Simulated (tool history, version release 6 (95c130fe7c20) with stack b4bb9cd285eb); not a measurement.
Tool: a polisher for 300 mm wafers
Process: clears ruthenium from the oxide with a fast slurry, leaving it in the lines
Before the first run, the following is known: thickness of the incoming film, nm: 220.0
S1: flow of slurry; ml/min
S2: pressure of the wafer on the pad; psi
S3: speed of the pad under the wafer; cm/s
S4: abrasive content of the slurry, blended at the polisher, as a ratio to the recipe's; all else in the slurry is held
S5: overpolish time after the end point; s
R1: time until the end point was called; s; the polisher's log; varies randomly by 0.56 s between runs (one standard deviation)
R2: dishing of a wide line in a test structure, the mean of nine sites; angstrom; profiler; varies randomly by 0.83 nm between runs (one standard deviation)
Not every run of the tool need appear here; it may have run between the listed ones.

{"run": 1, "hour": 0.0, "S1": 265, "S2": 1.7, "S3": 98, "S4": 1.0, "S5": 13, "R1": 85.32, "R2": 319.46}
{"run": 2, "hour": 7.3, "S1": 265, "S2": 1.7, "S3": 122, "S4": 1.0, "S5": 13, "R1": 68.731, "R2": 396.54}
{"run": 3, "hour": 12.4, "S1": 265, "S2": 1.8, "S3": 122, "S4": 1.0, "S5": 13, "R1": 64.832, "R2": 418.61}
{"run": 4, "hour": 20.0, "S1": 265, "S2": 2.0, "S3": 122, "S4": 1.0, "S5": 13, "R1": 57.182, "R2": 457.82}
{"run": 5, "hour": 28.2, "S1": 265, "S2": 2.0, "S3": 122, "S4": 1.2, "S5": 13, "R1": 55.722, "R2": 469.55}
{"run": 6, "hour": 36.4, "S1": 265, "S2": 2.0, "S3": 122, "S4": 1.2, "S5": 9, "R1": 55.959, "R2": 341.34}
{"run": 7, "hour": 37.0, "S1": 260, "S2": 2.0, "S3": 122, "S4": 1.2, "S5": 10, "R1": 55.603, "R2": 384.05}

Run 8 has not been measured yet. What should we expect?
{"run": 8, "hour": 44.5, "S1": 260, "S2": 2.0, "S3": 122, "S4": 1.2, "S5": 10, "R1": "?", "R2": "?"}

Run 8 measured R1 55.512 s, R2 386.53 angstrom.
